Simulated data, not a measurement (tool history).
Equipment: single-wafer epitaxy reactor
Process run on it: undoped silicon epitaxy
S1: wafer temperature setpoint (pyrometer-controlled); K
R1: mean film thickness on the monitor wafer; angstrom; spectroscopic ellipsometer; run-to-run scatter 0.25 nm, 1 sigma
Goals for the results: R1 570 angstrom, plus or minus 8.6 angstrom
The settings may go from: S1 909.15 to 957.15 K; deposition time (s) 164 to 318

{"run": 1, "day": 0.0, "S1": 933.15, "deposition time (s)": 241, "R1": 453.97}
{"run": 2, "day": 0.033, "S1": 933.15, "deposition time (s)": 261, "R1": 494.74}
{"run": 3, "day": 0.125, "S1": 933.15, "deposition time (s)": 230, "R1": 430.37}
{"run": 4, "day": 0.396, "S1": 925.15, "deposition time (s)": 230, "R1": 375.21}
{"run": 5, "day": 0.629, "S1": 925.15, "deposition time (s)": 213, "R1": 348.44}
{"run": 6, "day": 0.946, "S1": 931.15, "deposition time (s)": 213, "R1": 387.47}
{"run": 7, "day": 1.129, "S1": 934.15, "deposition time (s)": 213, "R1": 409.04}
{"run": 8, "day": 1.362, "S1": 937.15, "deposition time (s)": 213, "R1": 434.12}
{"run": 9, "day": 1.675, "S1": 939.15, "deposition time (s)": 213, "R1": 447.9}
{"run": 10, "day": 1.729, "S1": 941.15, "deposition time (s)": 213, "R1": 466.15}
{"run": 11, "day": 2.075, "S1": 943.15, "deposition time (s)": 213, "R1": 487.88}

Which of these 5 next moves meets every target?
{"run": "A", "day": 2.421, "S1": 951.15, "deposition time (s)": 212, "R1": "?"}
{"run": "B", "day": 2.421, "S1": 953.15, "deposition time (s)": 208, "R1": "?"}
{"run": "C", "day": 2.421, "S1": 944.15, "deposition time (s)": 234, "R1": "?"}
{"run": "D", "day": 2.421, "S1": 935.15, "deposition time (s)": 267, "R1": "?"}
{"run": "E", "day": 2.421, "S1": 945.15, "deposition time (s)": 230, "R1": "?"}

move=A R1=559.59
move=B R1=569.28
move=C R1=543.54
move=D R1=524.89
move=E R1=544.15
A: moves toward the targets from the last run without getting all of them in spec
B: all results in spec
C: moves toward the targets from the last run without getting all of them in spec
D: moves toward the targets from the last run without getting all of them in spec
E: moves toward the targets from the last run without getting all of them in spec
B is the move that brings every result within its allowed miss.
